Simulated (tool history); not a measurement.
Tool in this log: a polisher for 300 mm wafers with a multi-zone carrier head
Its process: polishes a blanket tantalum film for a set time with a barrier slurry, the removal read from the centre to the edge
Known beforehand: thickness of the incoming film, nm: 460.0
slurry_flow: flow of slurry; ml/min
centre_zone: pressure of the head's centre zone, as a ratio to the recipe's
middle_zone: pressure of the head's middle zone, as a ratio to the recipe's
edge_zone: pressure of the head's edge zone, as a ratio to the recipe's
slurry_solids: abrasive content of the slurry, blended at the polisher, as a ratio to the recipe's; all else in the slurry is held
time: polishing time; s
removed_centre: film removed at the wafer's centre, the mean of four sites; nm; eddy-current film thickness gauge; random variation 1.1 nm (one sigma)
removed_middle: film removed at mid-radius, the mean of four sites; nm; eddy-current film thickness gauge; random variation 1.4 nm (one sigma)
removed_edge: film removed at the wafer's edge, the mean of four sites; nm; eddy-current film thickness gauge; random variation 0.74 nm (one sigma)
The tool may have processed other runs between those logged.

run    day  slurry_flow  centre_zone  middle_zone  edge_zone  slurry_solids  time  removed_centre  removed_middle  removed_edge
  1      0          225            1            1          1              1    53          121.77          121.85        126.05
  2  0.183          220            1            1       0.98           0.95    53          120.31          122.73        124.61
  3  0.312          180            1            1       0.98           0.95    53          118.48          119.26        121.85
  4  0.421          180            1            1       0.97            0.9    53          118.25          119.39        118.09
  5  0.662          180            1         0.99       0.96            0.9    53          118.23          114.59        118.09
  6  0.792          180            1         0.99       0.95            0.9    53          119.76          115.21        117.29

Run 7 comes next. What will it give?
  7  1.054          180         0.99         0.99       0.94            0.9    53               ?               ?             ?

Run 7 gave removed_centre 116.56 nm, removed_middle 118.73 nm, removed_edge 118.02 nm.

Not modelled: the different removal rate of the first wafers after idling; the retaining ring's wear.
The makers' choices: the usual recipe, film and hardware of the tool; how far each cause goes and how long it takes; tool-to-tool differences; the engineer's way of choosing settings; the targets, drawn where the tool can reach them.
